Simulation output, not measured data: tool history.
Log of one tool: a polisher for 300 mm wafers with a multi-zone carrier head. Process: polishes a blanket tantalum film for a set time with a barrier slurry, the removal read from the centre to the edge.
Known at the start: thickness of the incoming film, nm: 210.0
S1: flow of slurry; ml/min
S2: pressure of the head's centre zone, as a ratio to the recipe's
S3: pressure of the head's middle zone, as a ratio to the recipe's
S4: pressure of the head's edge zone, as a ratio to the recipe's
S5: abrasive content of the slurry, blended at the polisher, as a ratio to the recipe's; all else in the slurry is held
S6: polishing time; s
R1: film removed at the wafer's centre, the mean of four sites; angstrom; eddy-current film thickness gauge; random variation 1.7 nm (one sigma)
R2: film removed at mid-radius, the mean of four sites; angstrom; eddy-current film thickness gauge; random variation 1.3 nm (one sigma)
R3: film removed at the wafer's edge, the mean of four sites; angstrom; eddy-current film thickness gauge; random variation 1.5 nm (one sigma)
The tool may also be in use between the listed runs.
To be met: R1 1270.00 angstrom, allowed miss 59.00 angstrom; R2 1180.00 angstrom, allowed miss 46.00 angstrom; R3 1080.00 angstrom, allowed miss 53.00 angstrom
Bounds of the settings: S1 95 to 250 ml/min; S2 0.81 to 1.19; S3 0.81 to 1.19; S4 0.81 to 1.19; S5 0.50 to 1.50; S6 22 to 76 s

run 1 hour=0.0 | S1=160 S2=1.00 S3=1.00 S4=1.00 S5=1.00 S6=49 | R1=820.74 R2=804.72 R3=794.81
run 2 hour=1.9 | S1=180 S2=1.00 S3=1.00 S4=1.00 S5=1.00 S6=49 | R1=807.27 R2=809.46 R3=804.61
run 3 hour=9.5 | S1=180 S2=1.04 S3=1.02 S4=1.00 S5=1.15 S6=51 | R1=940.53 R2=911.53 R3=895.48
run 4 hour=10.2 | S1=180 S2=0.95 S3=1.02 S4=1.00 S5=1.15 S6=51 | R1=848.42 R2=909.16 R3=875.31
run 5 hour=18.2 | S1=180 S2=1.00 S3=1.05 S4=1.00 S5=1.25 S6=52 | R1=935.84 R2=969.47 R3=909.50
run 6 hour=24.5 | S1=180 S2=1.00 S3=1.05 S4=0.97 S5=1.25 S6=52 | R1=931.41 R2=983.37 R3=911.30
run 7 hour=27.1 | S1=185 S2=1.04 S3=1.06 S4=0.98 S5=1.30 S6=53 | R1=1010.70 R2=1030.20 R3=963.80
run 8 hour=35.0 | S1=190 S2=1.08 S3=1.07 S4=0.98 S5=1.35 S6=53 | R1=1047.60 R2=1047.00 R3=952.18
run 9 hour=38.4 | S1=195 S2=1.10 S3=1.07 S4=0.99 S5=1.40 S6=54 | R1=1155.40 R2=1086.70 R3=988.81
run 10 hour=43.4 | S1=195 S2=1.10 S3=1.07 S4=1.00 S5=1.45 S6=55 | R1=1154.50 R2=1102.70 R3=1015.40
run 11 hour=51.4 | S1=200 S2=1.11 S3=1.07 S4=1.00 S5=1.45 S6=56 | R1=1178.20 R2=1108.20 R3=1023.30

5 next moves are on the table. One of them brings every result within its allowed miss. Which?
run A hour=59.4 | S1=230 S2=1.19 S3=1.02 S4=1.11 S5=1.45 S6=61 | R1=? R2=? R3=?
run B hour=59.4 | S1=230 S2=1.19 S3=1.16 S4=0.96 S5=1.35 S6=55 | R1=? R2=? R3=?
run C hour=59.4 | S1=220 S2=1.19 S3=1.14 S4=0.91 S5=1.45 S6=55 | R1=? R2=? R3=?
run D hour=59.4 | S1=180 S2=1.04 S3=1.11 S4=1.02 S5=1.50 S6=57 | R1=? R2=? R3=?
run E hour=59.4 | S1=160 S2=1.11 S3=1.04 S4=0.89 S5=1.45 S6=62 | R1=? R2=? R3=?

move=A R1=1409.60 R2=1218.60 R3=1208.00
move=B R1=1249.10 R2=1204.50 R3=996.85
move=C R1=1264.80 R2=1202.40 R3=987.76
move=D R1=1121.80 R2=1198.40 R3=1067.60
move=E R1=1268.50 R2=1203.30 R3=1071.40
A: brings the result that was furthest off to its target, and leaves another outside
B: brings the result that was furthest off to its target, and leaves another outside
C: brings the result that was furthest off to its target, and leaves another outside
D: brings the result that was furthest off to its target, and leaves another outside
E: meets every target
Move E is the one to make.

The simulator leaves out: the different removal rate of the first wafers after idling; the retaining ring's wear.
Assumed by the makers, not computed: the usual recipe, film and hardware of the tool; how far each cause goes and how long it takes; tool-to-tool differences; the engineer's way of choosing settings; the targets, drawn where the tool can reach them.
